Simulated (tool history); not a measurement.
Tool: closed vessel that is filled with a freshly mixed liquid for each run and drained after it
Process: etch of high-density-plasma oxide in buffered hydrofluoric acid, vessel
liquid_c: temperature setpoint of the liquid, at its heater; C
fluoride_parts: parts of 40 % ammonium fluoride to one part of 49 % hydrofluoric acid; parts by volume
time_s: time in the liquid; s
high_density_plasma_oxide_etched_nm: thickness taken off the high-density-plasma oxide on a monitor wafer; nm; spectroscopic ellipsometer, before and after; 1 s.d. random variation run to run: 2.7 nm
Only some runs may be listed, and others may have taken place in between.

run    day  liquid_c  fluoride_parts  time_s  high_density_plasma_oxide_etched_nm
  1  0.000      21.0             9.0     100                               141.93
  2  0.150      22.5             8.0     100                               176.04
  3  0.250      24.5             8.0     100                               192.84
  4  0.329      25.5             7.5     100                               221.30
  5  0.462      26.0             7.0     100                               245.99
  6  0.725      26.5             7.0     100                               251.43
  7  1.008      26.5             7.0     100                               247.15
  8  1.192      29.0             5.0     100                               383.77
  9  1.525      28.5             5.0     100                               371.74

The next listed run, before its measurement:
 10  1.754      28.0             5.0     100                                    ?

Run 10 measured high_density_plasma_oxide_etched_nm 356.76 nm.
